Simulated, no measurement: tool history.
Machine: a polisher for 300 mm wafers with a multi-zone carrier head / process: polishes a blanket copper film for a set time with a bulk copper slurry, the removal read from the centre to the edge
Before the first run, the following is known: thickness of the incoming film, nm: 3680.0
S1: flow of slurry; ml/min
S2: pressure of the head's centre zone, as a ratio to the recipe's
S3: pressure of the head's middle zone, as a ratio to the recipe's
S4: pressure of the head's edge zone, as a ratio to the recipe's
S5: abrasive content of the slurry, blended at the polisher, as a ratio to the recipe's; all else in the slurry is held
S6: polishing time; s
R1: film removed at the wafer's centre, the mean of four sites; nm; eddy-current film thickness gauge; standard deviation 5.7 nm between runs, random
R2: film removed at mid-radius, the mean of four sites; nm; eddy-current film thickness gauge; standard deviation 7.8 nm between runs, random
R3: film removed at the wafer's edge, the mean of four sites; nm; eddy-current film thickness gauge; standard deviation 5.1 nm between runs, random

Run 1, hour 0.0: S1 210 ml/min, S2 1.00, S3 1.00, S4 1.00, S5 1.00, S6 32 s. Result: R1 362.97 nm, R2 375.38 nm, R3 374.79 nm.
Run 2, hour 5.2: S1 210 ml/min, S2 1.00, S3 1.09, S4 1.00, S5 1.00, S6 32 s. Result: R1 360.60 nm, R2 397.23 nm, R3 378.70 nm.
Run 3, hour 11.9: S1 220 ml/min, S2 0.99, S3 1.12, S4 1.01, S5 1.10, S6 33 s. Result: R1 379.75 nm, R2 438.23 nm, R3 402.01 nm.
Run 4, hour 18.7: S1 220 ml/min, S2 0.99, S3 1.12, S4 1.01, S5 1.10, S6 29 s. Result: R1 337.75 nm, R2 385.81 nm, R3 349.42 nm.
Run 5, hour 27.2: S1 220 ml/min, S2 0.99, S3 1.12, S4 1.06, S5 1.10, S6 29 s. Result: R1 340.97 nm, R2 389.60 nm, R3 358.21 nm.
Run 6, hour 34.8: S1 220 ml/min, S2 0.99, S3 1.12, S4 1.11, S5 1.10, S6 29 s. Result: R1 338.34 nm, R2 379.53 nm, R3 367.55 nm.
Run 7, hour 41.9: S1 225 ml/min, S2 0.99, S3 1.14, S4 1.11, S5 1.20, S6 31 s. Result: R1 377.26 nm, R2 424.54 nm, R3 396.13 nm.

For run 8, what comes out?
At hour 42.6: slurry nozzle cleaned.
Run 8, hour 42.6: S1 240 ml/min, S2 0.91, S3 1.17, S4 1.19, S5 1.45, S6 39 s. Result: R1 ?, R2 ?, R3 ?.

{"run 8": {"R1": 463.85, "R2": 605.71, "R3": 551.42}}
